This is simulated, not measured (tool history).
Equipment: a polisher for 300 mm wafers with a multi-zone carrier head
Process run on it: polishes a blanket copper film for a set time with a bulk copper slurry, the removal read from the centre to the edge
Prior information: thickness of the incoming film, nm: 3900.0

run  hour  flow of slurry (ml/min)  pressure of the head's centre zone  pressure of the head's middle zone  pressure of the head's edge zone  abrasive content of the slurry  polishing time (s)  film removed at the wafer's centre (Å)  film removed at mid-radius (Å)  film removed at the wafer's edge (Å)
  1     0                      220                                   1                                   1                                 1                               1                  58                                  3826.7                          3787.3                                3855.4
  2   5.5                      220                                   1                                   1                                 1                            0.85                  58                                  3632.2                          3546.9                                3613.6
  3     8                      220                                   1                                   1                              0.95                            0.85                  58                                  3657.3                          3509.3                                3573.3
  4  13.5                      230                                1.02                                   1                              0.98                             0.9                  58                                  3791.4                          3600.3                                3686.5
  5  14.4                      230                                1.09                                   1                              0.98                             0.9                  58                                  4069.6                          3600.5                                3667.5
  6  16.8                      230                                1.06                                   1                              0.98                             0.9                  58                                  3925.7                          3566.2                                3693.4
  7  17.9                      240                                1.07                                1.01                                 1                            0.95                  58                                  4162.7                          3704.6                                3737.2

The next listed run, before its measurement:
  8    19                      240                                1.07                                   1                              1.02                               1                  58                                       ?                               ?                                     ?

film removed at the wafer's centre (Å): 4134
film removed at mid-radius (Å): 3752.3
film removed at the wafer's edge (Å): 3942.1
